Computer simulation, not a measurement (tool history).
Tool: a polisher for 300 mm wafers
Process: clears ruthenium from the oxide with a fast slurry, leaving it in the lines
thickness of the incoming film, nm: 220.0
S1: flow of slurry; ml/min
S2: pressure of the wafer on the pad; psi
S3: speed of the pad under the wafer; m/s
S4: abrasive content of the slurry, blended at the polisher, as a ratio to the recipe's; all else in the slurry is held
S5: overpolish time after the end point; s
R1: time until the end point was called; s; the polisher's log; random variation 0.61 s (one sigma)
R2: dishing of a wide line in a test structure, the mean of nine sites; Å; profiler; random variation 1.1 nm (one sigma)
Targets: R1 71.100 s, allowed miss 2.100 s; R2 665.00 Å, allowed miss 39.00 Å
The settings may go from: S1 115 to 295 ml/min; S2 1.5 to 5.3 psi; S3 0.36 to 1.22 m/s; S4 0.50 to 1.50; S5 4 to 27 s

run  hour   S1   S2    S3    S4  S5      R1      R2
  1   0.0  190  3.4  0.78  1.00  14  69.962  435.83
  2   3.8  190  3.4  0.78  0.85  14  73.915  413.49
  3  11.2  190  3.4  0.78  0.85  18  74.838  510.87
  4  15.7  190  3.4  0.78  0.85  21  74.704  586.18
  5  24.5  190  3.4  0.60  0.85  21  95.773  463.95
  6  28.4  190  3.4  0.60  0.85  26  95.510  566.96
  7  32.0  200  3.7  0.60  0.85  25  87.666  580.50
  8  40.8  200  3.9  0.60  0.85  25  82.840  616.42
  9  49.5  205  4.1  0.60  0.85  25  78.181  662.89
 10  56.9  210  4.2  0.60  0.85  24  77.121  647.61
 11  63.1  210  4.3  0.60  0.85  24  75.100  643.99
 12  66.5  210  4.3  0.60  0.85  24  75.652  644.12

4 next moves are on the table. One of them brings every result within its allowed miss. Which?
  A  69.9  165  4.1  0.66  0.95  23   ?   ?
  B  69.9  180  3.3  0.68  1.15  26   ?   ?
  C  69.9  235  4.1  0.56  0.90  27   ?   ?
  D  69.9  235  4.3  0.58  0.80  27   ?   ?

move      R1      R2
   A  70.543  666.24
   B  77.835  680.52
   C  80.568  682.45
   D  77.890  702.84
A: meets every target
B: further off than the last run
C: further off than the last run
D: further off than the last run
Move A is the one to make.
